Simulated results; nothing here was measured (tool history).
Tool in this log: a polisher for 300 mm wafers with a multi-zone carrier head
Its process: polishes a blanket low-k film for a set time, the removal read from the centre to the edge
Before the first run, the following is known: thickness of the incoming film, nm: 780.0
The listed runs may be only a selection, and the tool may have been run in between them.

run	hour	flow of slurry (ml/min)	pressure of the head's centre zone	pressure of the head's middle zone	pressure of the head's edge zone	abrasive content of the slurry	polishing time (s)	film removed at the wafer's centre (Å)	film removed at mid-radius (Å)	film removed at the wafer's edge (Å)
1	0	170	1	1	1	1	86	345.16	339.96	349.13
2	5.2	175	0.98	0.99	1.04	1.05	86	352.33	351.65	367.47
3	13	175	0.98	0.99	1.04	1.2	86	370.44	374.84	382.29
4	20.4	175	0.98	0.99	1.12	1.2	86	370.72	371.84	391.66
5	24.4	175	0.98	1.07	1.12	1.2	86	368.93	392.27	399.91
6	28.4	205	0.98	1.07	1.12	1.2	86	380.51	414.34	406.26
7	34.8	185	0.97	1.05	1.13	1.25	86	373.95	392.31	404.97
8	40.3	170	0.96	1.05	1.14	1.3	86	372.76	398.63	416.3
9	43.7	160	0.95	1.04	1.15	1.3	86	364.49	385.17	408.59

Predict the results of run 10:
10	44.4	130	0.88	0.97	1.19	1.4	86	?	?	?

Logged for run 10: film removed at the wafer's centre (Å) 328.25, film removed at mid-radius (Å) 364.95, film removed at the wafer's edge (Å) 425.2.
